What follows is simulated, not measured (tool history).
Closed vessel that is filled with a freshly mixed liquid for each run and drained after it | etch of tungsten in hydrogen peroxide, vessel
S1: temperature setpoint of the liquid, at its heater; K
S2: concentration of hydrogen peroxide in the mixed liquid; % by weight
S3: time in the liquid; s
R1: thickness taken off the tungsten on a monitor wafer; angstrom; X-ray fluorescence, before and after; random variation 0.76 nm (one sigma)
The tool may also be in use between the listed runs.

run  hour      S1    S2  S3      R1
  1   0.0  320.15  16.5  90  2077.9
  2   0.9  317.65  16.5  90  1763.9
  3   4.5  320.65  16.5  90  2139.0
  4  12.9  320.65  16.5  90  2131.7
  5  19.8  320.65  16.5  90  2134.7
  6  27.8  320.65  19.5  90  2318.4

Run 7 comes next. What will it give?
  7  31.1  318.15  19.0  90   ?

Run 7 gave R1 1951.3 angstrom.

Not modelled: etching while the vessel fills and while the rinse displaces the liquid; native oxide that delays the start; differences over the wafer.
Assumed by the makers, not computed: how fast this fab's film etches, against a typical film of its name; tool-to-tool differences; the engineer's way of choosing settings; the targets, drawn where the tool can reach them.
